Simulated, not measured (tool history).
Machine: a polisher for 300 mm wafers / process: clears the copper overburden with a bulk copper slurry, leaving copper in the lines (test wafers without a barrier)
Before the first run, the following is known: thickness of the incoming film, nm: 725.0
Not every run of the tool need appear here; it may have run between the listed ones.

run    day  flow of slurry (ml/min)  pressure of the wafer on the pad (kPa)  speed of the pad under the wafer (cm/s)  abrasive content of the slurry  overpolish time after the end point (s)  time until the end point was called (s)  dishing of a wide line in a test structure (Å)
  1      0                      255                                    14.5                                      102                               1                                       22                                   118.02                                          541.11
  2  0.246                      255                                    14.5                                      102                               1                                       31                                   119.39                                          617.41
  3  0.496                      255                                    14.5                                      112                               1                                       31                                   108.64                                          622.54
  4   0.85                      230                                    12.4                                      120                             0.9                                       25                                   116.33                                          558.66
  5  0.967                      275                                    12.4                                      120                             0.9                                       25                                   115.54                                          551.44
  6  1.054                      275                                    15.2                                      120                             0.9                                       25                                   97.112                                          587.33
  7  1.333                      305                                    13.1                                      122                             0.8                                       21                                   110.98                                          519.37

Forecast run 8:
  8  1.692                      235                                       9                                      120                            1.05                                       11                                        ?                                               ?

{"run 8": {"time until the end point was called (s)": 148.89, "dishing of a wide line in a test structure (Å)": 301.64}}
